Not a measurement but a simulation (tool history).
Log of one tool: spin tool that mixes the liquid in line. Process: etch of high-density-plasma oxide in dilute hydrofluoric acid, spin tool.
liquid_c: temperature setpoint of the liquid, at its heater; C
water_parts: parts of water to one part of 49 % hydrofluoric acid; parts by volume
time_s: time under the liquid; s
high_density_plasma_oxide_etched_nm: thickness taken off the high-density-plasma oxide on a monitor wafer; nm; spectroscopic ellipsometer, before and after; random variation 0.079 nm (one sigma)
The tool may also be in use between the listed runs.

run,day,liquid_c,water_parts,time_s,high_density_plasma_oxide_etched_nm
1,0.000,22.0,180,300,6.7809
2,0.079,22.0,180,300,6.7388
3,0.158,19.5,180,300,6.1014
4,0.446,20.5,175,300,6.5695
5,0.717,20.5,175,300,6.5321
6,0.879,21.5,170,300,7.0199
7,1.112,22.5,165,300,7.5736
8,1.138,23.5,160,300,8.0866

Forecast run 9:
9,1.275,24.0,155,300,?

high_density_plasma_oxide_etched_nm: 8.6435 nm
